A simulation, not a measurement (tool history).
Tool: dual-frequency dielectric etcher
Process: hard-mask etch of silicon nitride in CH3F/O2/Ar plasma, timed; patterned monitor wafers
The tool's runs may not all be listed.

run,day,source power (kW),bias power (kW),etch time (s),mean etch depth across the wafer (angstrom)
1,0.000,0.510,0.057,101.0,742.45
2,0.033,0.510,0.065,101.0,764.78
3,0.062,0.520,0.065,101.0,781.72
4,0.179,0.550,0.065,101.0,810.61
5,0.275,0.550,0.060,101.0,785.32
6,0.325,0.550,0.060,101.0,786.18

Forecast run 7:
7,0.479,0.560,0.060,101.0,?

Run 7 gave mean etch depth across the wafer (angstrom) 792.31.

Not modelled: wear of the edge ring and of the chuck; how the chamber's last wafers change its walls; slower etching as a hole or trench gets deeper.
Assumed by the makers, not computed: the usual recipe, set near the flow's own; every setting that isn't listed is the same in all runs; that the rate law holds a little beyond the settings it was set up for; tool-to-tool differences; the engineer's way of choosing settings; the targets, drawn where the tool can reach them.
